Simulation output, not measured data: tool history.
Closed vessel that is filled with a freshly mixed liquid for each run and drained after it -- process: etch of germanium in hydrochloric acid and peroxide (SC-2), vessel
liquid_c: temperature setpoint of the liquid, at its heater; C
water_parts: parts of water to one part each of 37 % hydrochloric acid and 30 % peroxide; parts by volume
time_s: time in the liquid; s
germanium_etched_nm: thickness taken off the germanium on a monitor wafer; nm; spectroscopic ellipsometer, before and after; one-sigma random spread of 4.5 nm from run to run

{"run": 1, "day": 0.0, "liquid_c": 58, "water_parts": 5.5, "time_s": 95, "germanium_etched_nm": 540.39}
{"run": 2, "day": 0.229, "liquid_c": 61, "water_parts": 5.5, "time_s": 95, "germanium_etched_nm": 588.51}
{"run": 3, "day": 0.429, "liquid_c": 63.5, "water_parts": 5.5, "time_s": 95, "germanium_etched_nm": 633.06}
{"run": 4, "day": 0.746, "liquid_c": 63.5, "water_parts": 5.5, "time_s": 95, "germanium_etched_nm": 633.26}
{"run": 5, "day": 0.792, "liquid_c": 60, "water_parts": 5.5, "time_s": 95, "germanium_etched_nm": 574.75}
{"run": 6, "day": 0.962, "liquid_c": 62.5, "water_parts": 5.5, "time_s": 95, "germanium_etched_nm": 618.58}
{"run": 7, "day": 1.183, "liquid_c": 64.5, "water_parts": 5.5, "time_s": 95, "germanium_etched_nm": 650.19}
{"run": 8, "day": 1.504, "liquid_c": 66, "water_parts": 5.5, "time_s": 95, "germanium_etched_nm": 688.87}

The next listed run, before its measurement:
{"run": 9, "day": 1.55, "liquid_c": 67, "water_parts": 5.5, "time_s": 95, "germanium_etched_nm": "?"}

germanium_etched_nm: 707.94 nm
